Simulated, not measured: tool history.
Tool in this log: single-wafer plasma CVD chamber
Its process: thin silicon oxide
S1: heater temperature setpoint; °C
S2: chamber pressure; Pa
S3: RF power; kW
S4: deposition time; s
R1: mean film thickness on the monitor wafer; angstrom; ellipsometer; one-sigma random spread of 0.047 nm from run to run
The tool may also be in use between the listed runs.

run	hour	S1	S2	S3	S4	R1
1	0.0	400	77.2	0.300	5.33	65.376
2	3.2	400	79.2	0.300	5.33	67.555
3	7.3	400	79.2	0.300	5.33	67.627
4	12.7	400	80.8	0.300	5.33	68.101
5	19.3	400	82.8	0.300	5.33	70.476
6	25.7	400	82.8	0.335	5.33	73.330

Run 7 has not been measured yet. What should we expect?
7	29.2	400	82.8	0.335	5.33	?

{"run 7": {"R1": 73.175}}
